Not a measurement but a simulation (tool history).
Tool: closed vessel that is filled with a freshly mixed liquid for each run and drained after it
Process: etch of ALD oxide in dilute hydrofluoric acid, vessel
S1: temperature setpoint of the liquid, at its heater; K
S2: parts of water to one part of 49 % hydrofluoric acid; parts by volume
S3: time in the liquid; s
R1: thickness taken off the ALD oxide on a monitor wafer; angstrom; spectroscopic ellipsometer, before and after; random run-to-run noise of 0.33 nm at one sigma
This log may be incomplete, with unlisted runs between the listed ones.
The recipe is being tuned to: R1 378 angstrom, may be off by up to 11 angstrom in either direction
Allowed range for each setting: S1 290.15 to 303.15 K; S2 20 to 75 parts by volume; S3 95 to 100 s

run    day      S1  S2   S3      R1
  1      0  295.15  45   95  689.26
  2  0.125  294.15  50   95  590.29
  3  0.167  294.15  50  100  630.56
  4  0.325  294.15  50   95  591.36
  5    0.4  296.15  50   95  647.53
  6  0.646  296.15  50  100  678.45
  7  0.992  294.65  55  100  573.82
  8  1.304  293.65  60  100  506.44
  9    1.5  292.65  60  100  479.75
 10  1.712  292.15  60  100  473.32
 11  1.983  291.65  60  100  460.86
 12  2.058  291.15  60  100  454.64
 13  2.317  290.65  65  100   404.3
 14  2.667  290.15  65  100  395.63

4 candidate next runs follow, results not yet known. Just one meets every target within its allowed miss. Identify it.
  A  3.017  292.15  70   95   ?
  B  3.017  290.15  60  100   ?
  C  3.017  292.15  70  100   ?
  D  3.017  293.65  70   95   ?

move      R1
   A  378.72
   B  431.82
   C  398.65
   D  403.33
A: hits every target within its allowed miss
B: its largest miss is bigger than the last run's
C: its largest miss is bigger than the last run's
D: its largest miss is bigger than the last run's
The right move is A.

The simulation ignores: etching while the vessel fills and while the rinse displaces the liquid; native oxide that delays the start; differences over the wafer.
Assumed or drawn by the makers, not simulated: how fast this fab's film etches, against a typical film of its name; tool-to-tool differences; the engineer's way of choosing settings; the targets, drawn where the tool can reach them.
